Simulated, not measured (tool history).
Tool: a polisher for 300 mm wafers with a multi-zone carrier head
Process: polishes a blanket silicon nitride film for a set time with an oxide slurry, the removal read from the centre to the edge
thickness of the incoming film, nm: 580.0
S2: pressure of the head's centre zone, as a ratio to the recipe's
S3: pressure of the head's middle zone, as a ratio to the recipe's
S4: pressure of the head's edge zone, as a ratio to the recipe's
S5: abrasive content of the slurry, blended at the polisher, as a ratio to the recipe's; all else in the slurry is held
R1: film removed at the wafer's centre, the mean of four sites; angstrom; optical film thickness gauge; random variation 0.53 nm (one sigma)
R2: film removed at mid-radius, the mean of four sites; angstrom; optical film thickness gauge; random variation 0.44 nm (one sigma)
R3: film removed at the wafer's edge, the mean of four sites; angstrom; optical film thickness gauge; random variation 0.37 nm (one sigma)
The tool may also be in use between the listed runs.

Run 1, hour 0: flow of slurry (ml/min) 125, S2 1, S3 1, S4 1, S5 1, polishing time (s) 65. Result: R1 726.67 angstrom, R2 729.27 angstrom, R3 733.89 angstrom.
Run 2, hour 5.2: flow of slurry (ml/min) 105, S2 1, S3 1, S4 1, S5 1, polishing time (s) 65. Result: R1 678.64 angstrom, R2 698.83 angstrom, R3 720.18 angstrom.
Run 3, hour 7.7: flow of slurry (ml/min) 105, S2 1, S3 1, S4 1, S5 1, polishing time (s) 50. Result: R1 525.28 angstrom, R2 538.44 angstrom, R3 552.49 angstrom.
Run 4, hour 12: flow of slurry (ml/min) 105, S2 1, S3 1, S4 1, S5 0.85, polishing time (s) 50. Result: R1 472.23 angstrom, R2 479.34 angstrom, R3 498.36 angstrom.
Run 5, hour 18.1: flow of slurry (ml/min) 105, S2 1, S3 1, S4 1, S5 0.85, polishing time (s) 38. Result: R1 351.2 angstrom, R2 369.05 angstrom, R3 375.84 angstrom.
Run 6, hour 23.8: flow of slurry (ml/min) 105, S2 1, S3 1, S4 1.04, S5 0.85, polishing time (s) 38. Result: R1 358.94 angstrom, R2 360.88 angstrom, R3 383.99 angstrom.
Run 7, hour 31.9: flow of slurry (ml/min) 105, S2 1.02, S3 1, S4 1.03, S5 0.8, polishing time (s) 38. Result: R1 352.92 angstrom, R2 350.92 angstrom, R3 362.14 angstrom.

Run 8 comes next. What will it give?
Run 8, hour 33.6: flow of slurry (ml/min) 105, S2 1.03, S3 1, S4 1.03, S5 0.8, polishing time (s) 38. Result: R1 ?, R2 ?, R3 ?.

R1: 348.82 angstrom
R2: 341.81 angstrom
R3: 362.64 angstrom

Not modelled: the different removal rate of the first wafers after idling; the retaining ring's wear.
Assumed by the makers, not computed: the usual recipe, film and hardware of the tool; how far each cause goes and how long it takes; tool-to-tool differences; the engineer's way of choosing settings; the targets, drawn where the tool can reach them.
